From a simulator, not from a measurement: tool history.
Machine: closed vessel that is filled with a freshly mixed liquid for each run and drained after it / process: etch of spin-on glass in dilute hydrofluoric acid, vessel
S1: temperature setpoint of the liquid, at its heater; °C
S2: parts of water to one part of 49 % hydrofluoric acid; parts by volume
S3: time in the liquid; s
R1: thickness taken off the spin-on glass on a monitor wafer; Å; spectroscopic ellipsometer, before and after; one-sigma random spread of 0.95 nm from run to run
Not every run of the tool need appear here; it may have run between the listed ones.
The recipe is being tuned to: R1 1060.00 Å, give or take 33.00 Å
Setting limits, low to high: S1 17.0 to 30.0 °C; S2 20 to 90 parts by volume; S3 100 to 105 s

run,hour,S1,S2,S3,R1
1,0.0,22.0,50,100,540.79
2,6.5,23.0,50,100,566.87
3,10.5,23.0,50,105,595.70
4,17.6,23.0,50,105,598.88
5,24.0,25.5,50,105,659.67
6,25.7,25.5,65,105,499.40
# hour 29.3: hydrofluoric acid flow meter replaced
7,29.3,26.0,60,105,607.60
8,30.5,26.5,60,105,614.38
9,37.1,27.0,60,105,629.47

5 candidate next runs follow, results not yet known. Just one meets every target within its allowed miss. Identify it.
A,43.7,29.0,30,105,?
B,43.7,29.5,30,105,?
C,43.7,24.5,25,105,?
D,43.7,26.0,35,105,?
E,43.7,28.5,45,105,?

move,R1
A,1401.20
B,1429.60
C,1407.70
D,1055.20
E,894.97
A: the result that was furthest off in the last run now lies on the other side of its target
B: the result that was furthest off in the last run now lies on the other side of its target
C: the result that was furthest off in the last run now lies on the other side of its target
D: all results in spec
E: closes in on the targets versus the last run, not all within tolerance yet
Correct choice: D, which meets every target
